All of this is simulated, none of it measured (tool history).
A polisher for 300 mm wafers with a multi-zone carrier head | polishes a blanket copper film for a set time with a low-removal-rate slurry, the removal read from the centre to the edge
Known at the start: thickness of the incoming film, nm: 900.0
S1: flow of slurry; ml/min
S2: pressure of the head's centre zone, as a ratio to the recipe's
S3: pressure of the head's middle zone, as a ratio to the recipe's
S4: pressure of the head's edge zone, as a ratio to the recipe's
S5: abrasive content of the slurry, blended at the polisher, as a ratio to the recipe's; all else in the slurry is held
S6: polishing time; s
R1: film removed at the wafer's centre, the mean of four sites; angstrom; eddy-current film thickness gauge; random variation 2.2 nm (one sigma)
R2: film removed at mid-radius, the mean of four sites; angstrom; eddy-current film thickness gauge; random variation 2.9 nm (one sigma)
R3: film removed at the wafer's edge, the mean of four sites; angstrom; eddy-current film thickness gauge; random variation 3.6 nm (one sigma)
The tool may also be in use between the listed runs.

{"run": 1, "day": 0.0, "S1": 195, "S2": 1, "S3": 1, "S4": 1, "S5": 1, "S6": 39, "R1": 2052.3, "R2": 2117.5, "R3": 2018}
{"run": 2, "day": 0.254, "S1": 195, "S2": 1, "S3": 0.95, "S4": 1, "S5": 1, "S6": 39, "R1": 2083.3, "R2": 2054, "R3": 2034.6}
{"run": 3, "day": 0.325, "S1": 195, "S2": 1, "S3": 0.95, "S4": 0.96, "S5": 1, "S6": 39, "R1": 2041.7, "R2": 2015.6, "R3": 2014}
{"run": 4, "day": 0.467, "S1": 195, "S2": 1, "S3": 0.95, "S4": 0.96, "S5": 1, "S6": 31, "R1": 1619.1, "R2": 1652.7, "R3": 1591.7}
{"run": 5, "day": 0.8, "S1": 200, "S2": 1.01, "S3": 0.96, "S4": 0.99, "S5": 1.1, "S6": 33, "R1": 1818.5, "R2": 1789.2, "R3": 1776.3}
{"run": 6, "day": 1.158, "S1": 200, "S2": 1.01, "S3": 1, "S4": 0.99, "S5": 1.1, "S6": 33, "R1": 1798.9, "R2": 1842.1, "R3": 1769.1}
{"run": 7, "day": 1.196, "S1": 210, "S2": 1.03, "S3": 1.02, "S4": 1.02, "S5": 1.2, "S6": 34, "R1": 1977.1, "R2": 1984.5, "R3": 1938.3}

Run 8 comes next. What will it give?
{"run": 8, "day": 1.258, "S1": 220, "S2": 1.05, "S3": 1.04, "S4": 1.05, "S5": 1.25, "S6": 35, "R1": "?", "R2": "?", "R3": "?"}

{"run 8": {"R1": 2077.5, "R2": 2110.8, "R3": 2032.2}}

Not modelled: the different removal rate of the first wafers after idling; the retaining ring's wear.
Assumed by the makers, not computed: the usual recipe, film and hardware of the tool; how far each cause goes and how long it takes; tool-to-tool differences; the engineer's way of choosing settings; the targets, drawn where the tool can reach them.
